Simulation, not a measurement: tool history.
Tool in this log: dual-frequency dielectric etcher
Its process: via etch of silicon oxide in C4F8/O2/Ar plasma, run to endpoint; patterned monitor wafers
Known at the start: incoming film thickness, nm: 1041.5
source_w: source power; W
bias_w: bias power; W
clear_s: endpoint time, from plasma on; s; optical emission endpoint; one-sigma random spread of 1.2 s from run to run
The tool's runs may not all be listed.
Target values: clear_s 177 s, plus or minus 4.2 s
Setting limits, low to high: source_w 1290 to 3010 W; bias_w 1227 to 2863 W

Run 1, hour 0: source_w 2150 W, bias_w 2045 W. Result: clear_s 209.13 s.
Run 2, hour 0.7: source_w 2150 W, bias_w 1747 W. Result: clear_s 215.63 s.
Run 3, hour 7.1: source_w 2150 W, bias_w 1518 W. Result: clear_s 225.76 s.
Run 4, hour 14.9: source_w 2390 W, bias_w 1518 W. Result: clear_s 216.09 s.
Run 5, hour 15.8: source_w 2390 W, bias_w 1830 W. Result: clear_s 202.42 s.
Run 6, hour 23.3: source_w 2750 W, bias_w 1830 W. Result: clear_s 191.69 s.
Run 7, hour 30.3: source_w 2780 W, bias_w 1851 W. Result: clear_s 190.86 s.
Run 8, hour 33.7: source_w 2800 W, bias_w 1874 W. Result: clear_s 188.4 s.
Run 9, hour 36.6: source_w 2820 W, bias_w 1890 W. Result: clear_s 189.68 s.
Run 10, hour 43.6: source_w 2840 W, bias_w 1918 W. Result: clear_s 188.08 s.
Run 11, hour 45.8: source_w 2860 W, bias_w 1943 W. Result: clear_s 184.65 s.

4 next moves are on the table. One of them brings every result within its allowed miss. Which?
Run A, hour 48: source_w 2640 W, bias_w 1837 W. Result: clear_s ?.
Run B, hour 48: source_w 2550 W, bias_w 2132 W. Result: clear_s ?.
Run C, hour 48: source_w 2910 W, bias_w 1898 W. Result: clear_s ?.
Run D, hour 48: source_w 3010 W, bias_w 2082 W. Result: clear_s ?.

move  clear_s
   A   197.31
   B   192.46
   C   187.58
   D   180.41
A: misses by more than the last run did
B: misses by more than the last run did
C: misses by more than the last run did
D: all results in spec
The right move is D.
